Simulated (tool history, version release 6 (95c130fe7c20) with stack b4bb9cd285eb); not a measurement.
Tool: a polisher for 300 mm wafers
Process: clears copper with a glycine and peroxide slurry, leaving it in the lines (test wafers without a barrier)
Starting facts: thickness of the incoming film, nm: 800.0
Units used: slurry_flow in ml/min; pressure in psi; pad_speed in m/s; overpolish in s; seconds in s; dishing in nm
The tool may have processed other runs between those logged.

Run 1, day 0.000: slurry_flow 150 ml/min, pressure 2.6 psi, pad_speed 1.08 m/s, overpolish 19 s. Result: seconds 172.67 s, dishing 52.524 nm.
Run 2, day 0.300: slurry_flow 150 ml/min, pressure 2.6 psi, pad_speed 0.96 m/s, overpolish 19 s. Result: seconds 193.09 s, dishing 49.714 nm.
Run 3, day 0.612: slurry_flow 150 ml/min, pressure 2.6 psi, pad_speed 0.96 m/s, overpolish 16 s. Result: seconds 196.58 s, dishing 43.255 nm.
Run 4, day 0.975: slurry_flow 150 ml/min, pressure 2.6 psi, pad_speed 1.08 m/s, overpolish 16 s. Result: seconds 177.91 s, dishing 45.639 nm.
Run 5, day 1.171: slurry_flow 150 ml/min, pressure 2.7 psi, pad_speed 1.06 m/s, overpolish 18 s. Result: seconds 177.37 s, dishing 51.893 nm.
Run 6, day 1.304: slurry_flow 150 ml/min, pressure 2.9 psi, pad_speed 1.06 m/s, overpolish 18 s. Result: seconds 167.79 s, dishing 53.909 nm.
Run 7, day 1.588: slurry_flow 150 ml/min, pressure 3.0 psi, pad_speed 1.04 m/s, overpolish 19 s. Result: seconds 165.30 s, dishing 56.708 nm.
Run 8, day 1.812: slurry_flow 150 ml/min, pressure 3.0 psi, pad_speed 1.04 m/s, overpolish 19 s. Result: seconds 162.34 s, dishing 56.888 nm.

Run 9 is up next; what results do you expect?
Run 9, day 2.104: slurry_flow 150 ml/min, pressure 3.1 psi, pad_speed 1.04 m/s, overpolish 20 s. Result: seconds ?, dishing ?.

seconds: 159.63 s
dishing: 61.229 nm
